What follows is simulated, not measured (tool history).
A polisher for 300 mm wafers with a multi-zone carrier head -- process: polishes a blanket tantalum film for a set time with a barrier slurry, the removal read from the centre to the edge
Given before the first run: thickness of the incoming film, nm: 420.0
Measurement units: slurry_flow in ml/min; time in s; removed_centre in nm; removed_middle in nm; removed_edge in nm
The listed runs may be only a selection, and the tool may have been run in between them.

run 1 hour=0 | slurry_flow=310 centre_zone=1 middle_zone=1 edge_zone=1 slurry_solids=1 time=43 | removed_centre=98.909 removed_middle=102.32 removed_edge=100.55
run 2 hour=7 | slurry_flow=300 centre_zone=0.97 middle_zone=0.97 edge_zone=0.99 slurry_solids=0.9 time=42 | removed_centre=92.098 removed_middle=95.206 removed_edge=92.982
run 3 hour=9.1 | slurry_flow=295 centre_zone=0.94 middle_zone=0.94 edge_zone=1.03 slurry_solids=0.85 time=41 | removed_centre=85.394 removed_middle=88.454 removed_edge=92.454
run 4 hour=17.5 | slurry_flow=290 centre_zone=0.91 middle_zone=0.92 edge_zone=1.03 slurry_solids=0.8 time=41 | removed_centre=78.778 removed_middle=85.392 removed_edge=88.997
run 5 hour=21 | slurry_flow=290 centre_zone=0.91 middle_zone=0.92 edge_zone=1.03 slurry_solids=0.7 time=41 | removed_centre=76.076 removed_middle=81.636 removed_edge=85.673
run 6 hour=27.7 | slurry_flow=290 centre_zone=0.96 middle_zone=0.92 edge_zone=1.03 slurry_solids=0.7 time=41 | removed_centre=80.276 removed_middle=80.973 removed_edge=85.371
run 7 hour=30.4 | slurry_flow=285 centre_zone=0.94 middle_zone=0.9 edge_zone=1.03 slurry_solids=0.65 time=41 | removed_centre=76.657 removed_middle=76.415 removed_edge=81.461

Run 8 comes next. What will it give?
-- hour=35.9 slurry nozzle cleaned
run 8 hour=35.9 | slurry_flow=275 centre_zone=0.92 middle_zone=0.88 edge_zone=1.03 slurry_solids=0.65 time=41 | removed_centre=? removed_middle=? removed_edge=?

{"run 8": {"removed_centre": 76.451, "removed_middle": 75.933, "removed_edge": 82.621}}
